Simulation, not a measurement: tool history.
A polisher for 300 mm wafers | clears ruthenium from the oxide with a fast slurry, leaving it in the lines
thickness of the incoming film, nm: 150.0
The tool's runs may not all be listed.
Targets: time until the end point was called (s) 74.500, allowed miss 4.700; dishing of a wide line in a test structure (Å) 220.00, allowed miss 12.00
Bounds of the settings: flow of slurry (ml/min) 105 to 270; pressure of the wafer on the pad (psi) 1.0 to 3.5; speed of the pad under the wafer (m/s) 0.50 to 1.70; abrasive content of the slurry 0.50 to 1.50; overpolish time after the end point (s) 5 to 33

run    day  flow of slurry (ml/min)  pressure of the wafer on the pad (psi)  speed of the pad under the wafer (m/s)  abrasive content of the slurry  overpolish time after the end point (s)  time until the end point was called (s)  dishing of a wide line in a test structure (Å)
  1  0.000                      175                                     2.2                                    1.10                            1.00                                       17                                   33.736                                          520.05
  2  0.238                      175                                     2.5                                    1.10                            1.00                                       17                                   30.433                                          604.12
  3  0.446                      175                                     2.2                                    1.02                            1.00                                       17                                   35.953                                          515.52
  4  0.754                      175                                     2.2                                    1.02                            1.00                                       12                                   37.163                                          377.17
  5  1.075                      175                                     2.7                                    1.02                            1.00                                       12                                   30.826                                          440.80
  6  1.196                      175                                     2.7                                    0.90                            1.00                                       12                                   33.920                                          401.48
  7  1.225                      175                                     2.3                                    0.86                            1.00                                       12                                   42.333                                          325.68
  8  1.496                      175                                     2.0                                    0.86                            1.00                                       13                                   46.895                                          310.99
  9  1.775                      175                                     1.8                                    0.84                            1.00                                       13                                   53.918                                          282.64
 10  2.096                      175                                     1.8                                    0.84                            1.00                                       13                                   53.759                                          287.73
 11  2.467                      175                                     1.7                                    0.84                            1.00                                       13                                   56.698                                          271.77
 12  2.842                      175                                     1.6                                    0.84                            1.00                                       13                                   60.524                                          251.69
 13  2.862                      175                                     1.5                                    0.84                            1.00                                       13                                   62.700                                          234.20
 14  2.917                      170                                     1.1                                    0.80                            1.00                                       16                                   91.001                                          213.61
 15  2.975                      195                                     1.4                                    0.80                            1.00                                       14                                   71.361                                          238.21
 16  3.171                      190                                     1.4                                    0.80                            1.00                                       14                                   71.157                                          235.17

4 next moves are on the table. One of them brings every result within its allowed miss. Which?
  A  3.367                      200                                     1.3                                    0.76                            1.00                                       16                                        ?                                               ?
  B  3.367                      180                                     1.2                                    0.82                            1.20                                       16                                        ?                                               ?
  C  3.367                      230                                     1.3                                    0.94                            0.95                                       15                                        ?                                               ?
  D  3.367                      195                                     1.0                                    1.14                            0.85                                       14                                        ?                                               ?

move  time until the end point was called (s)  dishing of a wide line in a test structure (Å)
   A                                   77.415                                          241.17
   B                                   72.533                                          256.51
   C                                   63.511                                          273.57
   D                                   72.489                                          226.13
A: further off than the last run
B: further off than the last run
C: further off than the last run
D: meets every target
The right move is D.

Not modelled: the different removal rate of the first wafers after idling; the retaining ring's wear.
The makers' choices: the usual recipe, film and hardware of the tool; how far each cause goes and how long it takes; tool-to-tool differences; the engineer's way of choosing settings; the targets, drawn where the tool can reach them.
